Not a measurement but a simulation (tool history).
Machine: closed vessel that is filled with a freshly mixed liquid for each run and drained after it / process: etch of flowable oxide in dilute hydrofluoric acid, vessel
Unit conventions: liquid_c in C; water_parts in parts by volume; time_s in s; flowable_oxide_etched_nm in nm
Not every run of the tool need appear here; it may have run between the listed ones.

run	hour	liquid_c	water_parts	time_s	flowable_oxide_etched_nm
1	0.0	25.0	240	295	51.799
2	5.2	24.0	240	295	49.996
3	9.5	23.0	240	295	48.477
4	13.3	24.5	240	295	51.380
5	18.3	22.5	240	295	47.655
6	27.4	22.5	240	295	47.250
7	33.3	22.0	240	295	47.027

The next listed run, before its measurement:
8	40.7	22.0	240	295	?

{"run 8": {"flowable_oxide_etched_nm": 46.947}}
